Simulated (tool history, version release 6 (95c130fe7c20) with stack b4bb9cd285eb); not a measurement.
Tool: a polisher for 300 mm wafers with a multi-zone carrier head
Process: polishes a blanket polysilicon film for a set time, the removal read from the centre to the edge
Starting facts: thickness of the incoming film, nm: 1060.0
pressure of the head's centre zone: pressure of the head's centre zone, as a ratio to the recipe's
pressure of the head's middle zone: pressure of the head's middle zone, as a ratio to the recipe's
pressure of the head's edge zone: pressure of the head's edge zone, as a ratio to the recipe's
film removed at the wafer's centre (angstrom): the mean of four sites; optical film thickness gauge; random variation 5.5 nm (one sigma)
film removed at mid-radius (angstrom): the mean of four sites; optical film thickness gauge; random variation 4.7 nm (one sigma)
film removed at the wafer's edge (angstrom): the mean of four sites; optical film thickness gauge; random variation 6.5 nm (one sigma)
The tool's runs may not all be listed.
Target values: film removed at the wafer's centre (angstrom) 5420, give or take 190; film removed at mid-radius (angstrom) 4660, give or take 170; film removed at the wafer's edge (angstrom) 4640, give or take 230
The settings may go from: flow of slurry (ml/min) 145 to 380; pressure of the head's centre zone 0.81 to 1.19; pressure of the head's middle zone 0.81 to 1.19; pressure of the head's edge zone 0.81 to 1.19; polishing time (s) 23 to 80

run	hour	flow of slurry (ml/min)	pressure of the head's centre zone	pressure of the head's middle zone	pressure of the head's edge zone	polishing time (s)	film removed at the wafer's centre (angstrom)	film removed at mid-radius (angstrom)	film removed at the wafer's edge (angstrom)
1	0	245	1	1	1	51	3728.6	3870	3707.2
2	1.2	245	1.04	1	1	51	4033.9	3824.9	3711
3	3.5	250	1.06	1.01	1.02	52	4157	4053.2	3833.6
4	4.4	250	1.06	0.96	1.02	52	4121.1	3877	3842.1
5	6.6	295	1.06	0.96	1.02	52	4232.3	3965	3855.4
6	8.1	295	1.12	0.96	1.02	52	4523	4028.5	3816.1
7	13.3	290	1.13	0.96	1.04	53	4607.1	4021.8	3961.5
8	16.4	290	1.14	0.97	1.05	54	4630.6	4056.1	3984.3

Which of these 4 next moves meets every target?
A	19.5	300	1.02	0.98	1.1	66	?	?	?
B	19.5	230	1.05	0.81	1.19	66	?	?	?
C	19.5	230	1.19	1	1.15	61	?	?	?
D	19.5	265	0.98	1.17	0.94	50	?	?	?

move	film removed at the wafer's centre (angstrom)	film removed at mid-radius (angstrom)	film removed at the wafer's edge (angstrom)
A	5133.6	5108.6	5180.4
B	5095.1	4224.7	5224.7
C	5348.7	4647.3	4752.6
D	3683.9	4442.1	3661.1
A: nearer than the last run, and not there yet
B: nearer than the last run, and not there yet
C: meets every target
D: its largest miss is bigger than the last run's
The right move is C.
